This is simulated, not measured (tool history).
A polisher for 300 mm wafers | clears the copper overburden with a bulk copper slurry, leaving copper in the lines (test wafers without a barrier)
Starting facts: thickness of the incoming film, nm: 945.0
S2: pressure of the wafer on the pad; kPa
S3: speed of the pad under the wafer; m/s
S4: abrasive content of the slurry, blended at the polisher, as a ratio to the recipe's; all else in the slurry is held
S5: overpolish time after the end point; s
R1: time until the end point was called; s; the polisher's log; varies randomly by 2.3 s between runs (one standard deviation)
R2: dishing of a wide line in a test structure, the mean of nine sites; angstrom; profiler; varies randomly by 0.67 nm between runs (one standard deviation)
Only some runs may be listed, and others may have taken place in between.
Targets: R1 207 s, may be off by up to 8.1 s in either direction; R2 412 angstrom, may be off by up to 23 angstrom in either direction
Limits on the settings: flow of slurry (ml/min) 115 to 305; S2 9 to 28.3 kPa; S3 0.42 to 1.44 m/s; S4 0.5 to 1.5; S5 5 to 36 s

{"run": 1, "hour": 0.0, "flow of slurry (ml/min)": 195, "S2": 18.6, "S3": 0.92, "S4": 1, "S5": 18, "R1": 136.08, "R2": 490.02}
{"run": 2, "hour": 7.4, "flow of slurry (ml/min)": 160, "S2": 18.6, "S3": 0.92, "S4": 1, "S5": 18, "R1": 140.02, "R2": 483.13}
{"run": 3, "hour": 13.0, "flow of slurry (ml/min)": 160, "S2": 16.5, "S3": 0.92, "S4": 1, "S5": 18, "R1": 154.63, "R2": 468.83}
{"run": 4, "hour": 14.1, "flow of slurry (ml/min)": 160, "S2": 16.5, "S3": 0.92, "S4": 0.8, "S5": 18, "R1": 162.54, "R2": 464.53}
{"run": 5, "hour": 15.4, "flow of slurry (ml/min)": 160, "S2": 16.5, "S3": 1.1, "S4": 0.8, "S5": 18, "R1": 134.06, "R2": 484.5}
{"run": 6, "hour": 17.6, "flow of slurry (ml/min)": 160, "S2": 16.5, "S3": 1.28, "S4": 0.8, "S5": 18, "R1": 118.12, "R2": 523.29}
{"run": 7, "hour": 21.1, "flow of slurry (ml/min)": 160, "S2": 14.5, "S3": 1.24, "S4": 0.8, "S5": 18, "R1": 137.72, "R2": 482.42}
{"run": 8, "hour": 23.8, "flow of slurry (ml/min)": 160, "S2": 13.1, "S3": 1.22, "S4": 0.8, "S5": 18, "R1": 150.9, "R2": 460.29}
{"run": 9, "hour": 32.6, "flow of slurry (ml/min)": 160, "S2": 11.7, "S3": 1.2, "S4": 0.8, "S5": 18, "R1": 167.17, "R2": 424.95}
{"run": 10, "hour": 36.6, "flow of slurry (ml/min)": 160, "S2": 11, "S3": 1.18, "S4": 0.8, "S5": 19, "R1": 181.62, "R2": 425.66}
{"run": 11, "hour": 38.1, "flow of slurry (ml/min)": 160, "S2": 10.3, "S3": 1.18, "S4": 0.8, "S5": 19, "R1": 186.34, "R2": 421.72}
{"run": 12, "hour": 38.9, "flow of slurry (ml/min)": 155, "S2": 9, "S3": 1.14, "S4": 0.8, "S5": 20, "R1": 222.41, "R2": 402.59}
{"run": 13, "hour": 45.5, "flow of slurry (ml/min)": 160, "S2": 9, "S3": 1.14, "S4": 0.8, "S5": 20, "R1": 223.79, "R2": 411.5}
{"run": 14, "hour": 49.3, "flow of slurry (ml/min)": 165, "S2": 10.3, "S3": 1.14, "S4": 0.8, "S5": 18, "R1": 193.71, "R2": 408.62}
{"run": 15, "hour": 54.9, "flow of slurry (ml/min)": 160, "S2": 10.3, "S3": 1.14, "S4": 0.8, "S5": 18, "R1": 195.47, "R2": 424.49}
{"run": 16, "hour": 61.7, "flow of slurry (ml/min)": 160, "S2": 9.7, "S3": 1.14, "S4": 0.8, "S5": 17, "R1": 206.57, "R2": 379.28}

Exactly one of the 4 candidate moves below puts every result within its allowed miss. Which one?
{"run": "A", "hour": 68.5, "flow of slurry (ml/min)": 115, "S2": 10.3, "S3": 1.16, "S4": 0.7, "S5": 20, "R1": "?", "R2": "?"}
{"run": "B", "hour": 68.5, "flow of slurry (ml/min)": 150, "S2": 11, "S3": 1.02, "S4": 0.8, "S5": 13, "R1": "?", "R2": "?"}
{"run": "C", "hour": 68.5, "flow of slurry (ml/min)": 120, "S2": 10.3, "S3": 1.26, "S4": 0.7, "S5": 15, "R1": "?", "R2": "?"}
{"run": "D", "hour": 68.5, "flow of slurry (ml/min)": 195, "S2": 9, "S3": 1.14, "S4": 0.6, "S5": 21, "R1": "?", "R2": "?"}

move=A R1=208.44 R2=406.89
move=B R1=206.93 R2=326.39
move=C R1=190.08 R2=369.8
move=D R1=217.78 R2=402.23
A: every result lands within tolerance
B: lands further from the targets than the last run did
C: lands further from the targets than the last run did
D: the furthest-off result lands on target, but another misses its tolerance
The move that meets every target is A.
